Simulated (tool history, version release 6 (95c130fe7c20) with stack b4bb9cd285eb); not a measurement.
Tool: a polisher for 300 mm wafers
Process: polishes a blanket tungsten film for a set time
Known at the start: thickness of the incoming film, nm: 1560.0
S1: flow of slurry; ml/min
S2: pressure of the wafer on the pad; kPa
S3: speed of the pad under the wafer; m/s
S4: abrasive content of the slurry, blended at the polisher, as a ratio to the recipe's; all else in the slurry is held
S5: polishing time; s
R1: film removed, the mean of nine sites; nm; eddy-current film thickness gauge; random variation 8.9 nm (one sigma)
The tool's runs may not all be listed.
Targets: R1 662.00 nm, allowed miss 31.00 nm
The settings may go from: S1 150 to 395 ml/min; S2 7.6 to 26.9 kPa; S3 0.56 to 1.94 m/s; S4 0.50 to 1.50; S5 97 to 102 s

Run 1, hour 0.0: S1 250 ml/min, S2 17.2 kPa, S3 1.24 m/s, S4 1.00, S5 97 s. Result: R1 376.64 nm.
Run 2, hour 7.0: S1 250 ml/min, S2 17.2 kPa, S3 1.24 m/s, S4 1.00, S5 97 s. Result: R1 364.78 nm.
Run 3, hour 8.3: S1 250 ml/min, S2 19.3 kPa, S3 1.24 m/s, S4 1.00, S5 97 s. Result: R1 420.52 nm.
Run 4, hour 14.1: S1 250 ml/min, S2 19.3 kPa, S3 1.24 m/s, S4 1.00, S5 97 s. Result: R1 407.31 nm.
Run 5, hour 19.0: S1 250 ml/min, S2 19.3 kPa, S3 1.24 m/s, S4 1.00, S5 97 s. Result: R1 420.66 nm.
Run 6, hour 21.8: S1 310 ml/min, S2 19.3 kPa, S3 1.24 m/s, S4 1.00, S5 97 s. Result: R1 426.86 nm.
Run 7, hour 24.8: S1 310 ml/min, S2 21.4 kPa, S3 1.26 m/s, S4 1.00, S5 97 s. Result: R1 467.65 nm.
Run 8, hour 28.5: S1 310 ml/min, S2 22.8 kPa, S3 1.30 m/s, S4 1.00, S5 97 s. Result: R1 521.26 nm.
Run 9, hour 30.9: S1 310 ml/min, S2 23.4 kPa, S3 1.32 m/s, S4 1.00, S5 97 s. Result: R1 537.17 nm.
Run 10, hour 39.9: S1 310 ml/min, S2 24.1 kPa, S3 1.34 m/s, S4 1.00, S5 97 s. Result: R1 565.61 nm.
Run 11, hour 46.6: S1 310 ml/min, S2 24.8 kPa, S3 1.36 m/s, S4 1.00, S5 97 s. Result: R1 607.41 nm.
Run 12, hour 49.5: S1 310 ml/min, S2 25.5 kPa, S3 1.36 m/s, S4 1.00, S5 97 s. Result: R1 615.08 nm.

Which of these 4 next moves meets every target?
Run A, hour 52.4: S1 300 ml/min, S2 26.9 kPa, S3 1.48 m/s, S4 1.00, S5 102 s. Result: R1 ?.
Run B, hour 52.4: S1 270 ml/min, S2 26.9 kPa, S3 1.52 m/s, S4 1.10, S5 98 s. Result: R1 ?.
Run C, hour 52.4: S1 250 ml/min, S2 20.7 kPa, S3 1.78 m/s, S4 1.00, S5 100 s. Result: R1 ?.
Run D, hour 52.4: S1 330 ml/min, S2 26.9 kPa, S3 1.48 m/s, S4 1.05, S5 102 s. Result: R1 ?.

move      R1
   A  732.89
   B  732.14
   C  658.08
   D  747.33
A: takes the result that was furthest off past its target
B: takes the result that was furthest off past its target
C: meets every target
D: takes the result that was furthest off past its target
The right move is C.

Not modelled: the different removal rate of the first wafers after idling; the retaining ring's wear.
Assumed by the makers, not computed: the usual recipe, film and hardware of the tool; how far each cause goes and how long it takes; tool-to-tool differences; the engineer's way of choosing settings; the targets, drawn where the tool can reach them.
